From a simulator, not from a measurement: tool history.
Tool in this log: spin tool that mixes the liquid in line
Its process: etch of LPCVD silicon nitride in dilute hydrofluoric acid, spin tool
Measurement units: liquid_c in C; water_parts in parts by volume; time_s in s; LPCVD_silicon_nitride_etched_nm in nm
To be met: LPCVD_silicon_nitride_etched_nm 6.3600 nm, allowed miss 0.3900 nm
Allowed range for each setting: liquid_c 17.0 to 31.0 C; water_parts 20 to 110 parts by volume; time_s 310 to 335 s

run	day	liquid_c	water_parts	time_s	LPCVD_silicon_nitride_etched_nm
1	0.000	23.0	60	310	2.5041
2	0.125	25.0	50	310	3.3827
3	0.192	25.0	50	335	3.7136
4	0.325	26.5	45	335	4.3949
5	0.642	23.5	45	335	3.6820
6	0.829	25.5	40	335	4.6451
7	0.912	26.5	40	335	4.9775
8	1.104	27.5	40	335	5.4406
9	1.275	28.0	40	335	5.5754
10	1.571	28.5	40	335	5.6538

4 next moves are on the table. One of them brings every result within its allowed miss. Which?
A	1.867	25.0	35	325	?
B	1.867	30.0	45	315	?
C	1.867	28.0	40	330	?
D	1.867	30.0	40	335	?

move	LPCVD_silicon_nitride_etched_nm
A	4.9040
B	5.1713
C	5.3384
D	6.1759
A: further off than the last run
B: further off than the last run
C: further off than the last run
D: all results land within tolerance of their targets
Correct choice: D, which meets every target
